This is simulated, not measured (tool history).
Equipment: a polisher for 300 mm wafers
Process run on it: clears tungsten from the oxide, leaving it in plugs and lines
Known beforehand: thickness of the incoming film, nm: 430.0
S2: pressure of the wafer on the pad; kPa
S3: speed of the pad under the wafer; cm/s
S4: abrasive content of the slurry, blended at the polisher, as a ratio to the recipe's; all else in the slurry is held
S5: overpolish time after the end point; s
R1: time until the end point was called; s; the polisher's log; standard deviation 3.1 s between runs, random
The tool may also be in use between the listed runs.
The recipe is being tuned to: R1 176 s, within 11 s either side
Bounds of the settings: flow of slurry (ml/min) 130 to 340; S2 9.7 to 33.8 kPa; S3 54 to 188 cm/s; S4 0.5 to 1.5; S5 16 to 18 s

run 1 hour=0 | flow_of_slurry_(ml/min)=220 S2=21.4 S3=120 S4=1 S5=16 | R1=91.069
run 2 hour=4.5 | flow_of_slurry_(ml/min)=220 S2=21.4 S3=120 S4=0.85 S5=16 | R1=97.796
run 3 hour=11.8 | flow_of_slurry_(ml/min)=220 S2=18.6 S3=118 S4=0.85 S5=16 | R1=117.89
run 4 hour=16.4 | flow_of_slurry_(ml/min)=220 S2=18.6 S3=146 S4=0.85 S5=16 | R1=95.198
run 5 hour=23.1 | flow_of_slurry_(ml/min)=220 S2=16.5 S3=142 S4=0.85 S5=16 | R1=110.1
run 6 hour=30.4 | flow_of_slurry_(ml/min)=220 S2=16.5 S3=142 S4=0.85 S5=18 | R1=110.04
run 7 hour=34.3 | flow_of_slurry_(ml/min)=220 S2=16.5 S3=142 S4=0.85 S5=18 | R1=113.46
run 8 hour=41.7 | flow_of_slurry_(ml/min)=220 S2=15.2 S3=140 S4=0.85 S5=18 | R1=117.47
run 9 hour=49.7 | flow_of_slurry_(ml/min)=220 S2=13.8 S3=134 S4=0.85 S5=18 | R1=138.62
run 10 hour=54.1 | flow_of_slurry_(ml/min)=220 S2=13.1 S3=134 S4=0.85 S5=18 | R1=147.4
run 11 hour=57.4 | flow_of_slurry_(ml/min)=220 S2=12.4 S3=134 S4=0.85 S5=18 | R1=155.97
run 12 hour=64.6 | flow_of_slurry_(ml/min)=220 S2=11.7 S3=134 S4=0.85 S5=18 | R1=164.97

Exactly one of the 5 candidate moves below puts every result within its allowed miss. Which one?
run A hour=71.8 | flow_of_slurry_(ml/min)=205 S2=11.7 S3=144 S4=0.75 S5=18 | R1=?
run B hour=71.8 | flow_of_slurry_(ml/min)=225 S2=11.7 S3=142 S4=0.85 S5=18 | R1=?
run C hour=71.8 | flow_of_slurry_(ml/min)=230 S2=12.4 S3=150 S4=0.9 S5=18 | R1=?
run D hour=71.8 | flow_of_slurry_(ml/min)=245 S2=12.4 S3=136 S4=0.75 S5=18 | R1=?
run E hour=71.8 | flow_of_slurry_(ml/min)=255 S2=10.3 S3=146 S4=0.75 S5=16 | R1=?

move=A R1=155.84
move=B R1=151.22
move=C R1=134.19
move=D R1=153.13
move=E R1=170.6
A: misses by more than the last run did
B: misses by more than the last run did
C: misses by more than the last run did
D: misses by more than the last run did
E: every result within its allowed miss
Move E is the one to make.

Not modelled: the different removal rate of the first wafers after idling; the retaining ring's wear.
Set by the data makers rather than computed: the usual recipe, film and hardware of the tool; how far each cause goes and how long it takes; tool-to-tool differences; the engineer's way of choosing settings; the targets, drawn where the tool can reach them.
